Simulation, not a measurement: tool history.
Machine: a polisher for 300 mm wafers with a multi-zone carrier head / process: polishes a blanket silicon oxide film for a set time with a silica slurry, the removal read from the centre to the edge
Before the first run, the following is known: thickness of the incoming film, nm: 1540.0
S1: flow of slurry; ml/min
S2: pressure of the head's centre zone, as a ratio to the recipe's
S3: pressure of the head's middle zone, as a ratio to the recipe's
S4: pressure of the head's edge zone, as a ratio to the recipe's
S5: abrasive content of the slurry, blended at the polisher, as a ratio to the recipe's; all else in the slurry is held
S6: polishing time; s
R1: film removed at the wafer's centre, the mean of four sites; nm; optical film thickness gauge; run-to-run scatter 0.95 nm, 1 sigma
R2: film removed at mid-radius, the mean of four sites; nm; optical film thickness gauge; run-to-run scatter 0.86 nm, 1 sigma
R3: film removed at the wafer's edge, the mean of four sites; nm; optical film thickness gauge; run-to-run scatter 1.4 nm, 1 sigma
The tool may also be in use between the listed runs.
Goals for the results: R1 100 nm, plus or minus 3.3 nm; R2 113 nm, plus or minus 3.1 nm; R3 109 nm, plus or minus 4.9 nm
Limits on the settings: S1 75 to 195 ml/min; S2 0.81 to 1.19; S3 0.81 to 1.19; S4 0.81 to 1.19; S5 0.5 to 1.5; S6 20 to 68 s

| run | hour | S1 | S2 | S3 | S4 | S5 | S6 | R1 | R2 | R3 |
|---|---|---|---|---|---|---|---|---|---|---|
| 1 | 0 | 125 | 1 | 1 | 1 | 1 | 44 | 142.58 | 144.02 | 141.04 |
| 2 | 1.4 | 115 | 0.96 | 0.98 | 0.95 | 0.9 | 44 | 124.06 | 127.91 | 126.13 |
| 3 | 6.2 | 115 | 0.96 | 0.98 | 0.98 | 0.9 | 44 | 125.31 | 127.27 | 127.52 |
| 4 | 12 | 105 | 0.93 | 0.98 | 0.94 | 0.9 | 44 | 119.28 | 124.97 | 122.57 |
| 5 | 17.9 | 105 | 0.93 | 0.98 | 1 | 0.9 | 44 | 118.09 | 124.08 | 127.95 |
| 6 | 21.4 | 135 | 0.93 | 0.98 | 1 | 0.9 | 44 | 127.1 | 131.67 | 129.83 |
| 7 | 27.6 | 125 | 0.89 | 0.97 | 0.95 | 0.9 | 44 | 117.43 | 127.97 | 126.75 |
| 8 | 35.2 | 115 | 0.88 | 0.97 | 0.91 | 0.85 | 44 | 107.18 | 119.06 | 118.59 |
| 9 | 41 | 110 | 0.88 | 0.97 | 0.88 | 0.85 | 44 | 107.65 | 119.62 | 115.43 |
| 10 | 44.3 | 100 | 0.88 | 0.97 | 0.87 | 0.85 | 44 | 104.62 | 117.02 | 114.17 |

Which single option among these 5 for the next run brings every result within its allowed miss of target? Just one does.
| A | 47.6 | 75 | 0.83 | 0.86 | 0.89 | 0.8 | 53 | ? | ? | ? |
| B | 47.6 | 105 | 0.86 | 1.06 | 0.99 | 0.85 | 41 | ? | ? | ? |
| C | 47.6 | 105 | 0.94 | 1.1 | 0.87 | 0.7 | 47 | ? | ? | ? |
| D | 47.6 | 75 | 0.9 | 1.01 | 0.88 | 1.05 | 42 | ? | ? | ? |
| E | 47.6 | 100 | 0.88 | 0.99 | 0.88 | 0.9 | 40 | ? | ? | ? |

| move | R1 | R2 | R3 |
|---|---|---|---|
| A | 101.1 | 110.17 | 122.79 |
| B | 96.089 | 118.29 | 112.23 |
| C | 99.444 | 115.46 | 99.897 |
| D | 107.38 | 123.16 | 119.21 |
| E | 99.04 | 112.7 | 107.76 |
A: brings the last run's worst result on target, with another outside its allowed miss
B: carries the result that was furthest off beyond its target, to the other side
C: brings the last run's worst result on target, with another outside its allowed miss
D: its largest miss is bigger than the last run's
E: hits every target within its allowed miss
Go with E: it meets all targets.
